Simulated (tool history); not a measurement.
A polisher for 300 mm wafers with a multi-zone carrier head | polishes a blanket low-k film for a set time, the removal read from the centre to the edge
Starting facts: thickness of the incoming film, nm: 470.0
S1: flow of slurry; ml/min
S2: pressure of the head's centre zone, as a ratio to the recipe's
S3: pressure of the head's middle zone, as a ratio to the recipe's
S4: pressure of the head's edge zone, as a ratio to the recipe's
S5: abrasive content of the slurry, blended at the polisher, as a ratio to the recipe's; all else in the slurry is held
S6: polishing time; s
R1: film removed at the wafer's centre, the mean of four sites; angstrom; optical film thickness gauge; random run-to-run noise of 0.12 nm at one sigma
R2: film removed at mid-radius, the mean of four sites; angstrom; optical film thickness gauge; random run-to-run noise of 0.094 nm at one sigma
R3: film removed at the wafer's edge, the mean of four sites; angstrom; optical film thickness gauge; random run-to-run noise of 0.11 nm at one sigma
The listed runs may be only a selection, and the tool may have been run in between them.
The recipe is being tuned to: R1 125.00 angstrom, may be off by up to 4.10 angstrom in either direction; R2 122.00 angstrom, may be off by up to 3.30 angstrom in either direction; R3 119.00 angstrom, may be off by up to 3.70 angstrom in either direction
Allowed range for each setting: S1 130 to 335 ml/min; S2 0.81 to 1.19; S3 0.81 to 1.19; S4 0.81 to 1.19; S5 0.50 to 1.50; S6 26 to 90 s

run 1 hour=0.0 | S1=215 S2=1.00 S3=1.00 S4=1.00 S5=1.00 S6=58 | R1=261.13 R2=277.22 R3=271.25
run 2 hour=2.5 | S1=215 S2=1.00 S3=0.99 S4=0.98 S5=0.95 S6=54 | R1=242.60 R2=247.29 R3=250.96
run 3 hour=3.4 | S1=215 S2=1.06 S3=0.99 S4=0.98 S5=0.95 S6=54 | R1=254.57 R2=245.21 R3=245.67
run 4 hour=11.7 | S1=215 S2=1.06 S3=0.99 S4=0.98 S5=1.05 S6=54 | R1=267.49 R2=257.30 R3=260.58
run 5 hour=19.8 | S1=215 S2=1.05 S3=0.99 S4=0.97 S5=1.00 S6=51 | R1=247.23 R2=240.05 R3=237.75
run 6 hour=24.5 | S1=215 S2=1.05 S3=0.99 S4=0.97 S5=1.20 S6=51 | R1=265.25 R2=254.22 R3=250.23
run 7 hour=29.0 | S1=155 S2=1.03 S3=0.93 S4=0.87 S5=0.95 S6=35 | R1=150.56 R2=144.70 R3=144.14
run 8 hour=32.1 | S1=165 S2=1.01 S3=0.92 S4=0.81 S5=0.70 S6=34 | R1=130.47 R2=124.22 R3=122.29
run 9 hour=40.0 | S1=160 S2=1.01 S3=0.92 S4=0.81 S5=0.70 S6=34 | R1=128.14 R2=125.19 R3=121.97

4 next moves are on the table. One of them brings every result within its allowed miss. Which?
run A hour=47.9 | S1=180 S2=0.98 S3=1.04 S4=0.81 S5=0.60 S6=34 | R1=? R2=? R3=?
run B hour=47.9 | S1=200 S2=0.99 S3=0.99 S4=0.81 S5=0.80 S6=30 | R1=? R2=? R3=?
run C hour=47.9 | S1=185 S2=0.99 S3=0.92 S4=0.81 S5=0.80 S6=31 | R1=? R2=? R3=?
run D hour=47.9 | S1=165 S2=1.05 S3=0.98 S4=0.81 S5=0.65 S6=34 | R1=? R2=? R3=?

move=A R1=121.25 R2=133.58 R3=114.64
move=B R1=123.15 R2=128.56 R3=114.57
move=C R1=125.33 R2=123.29 R3=117.36
move=D R1=131.51 R2=128.81 R3=116.91
A: lands further from the targets than the last run did
B: lands further from the targets than the last run did
C: each result inside its tolerance
D: lands further from the targets than the last run did
The right move is C.
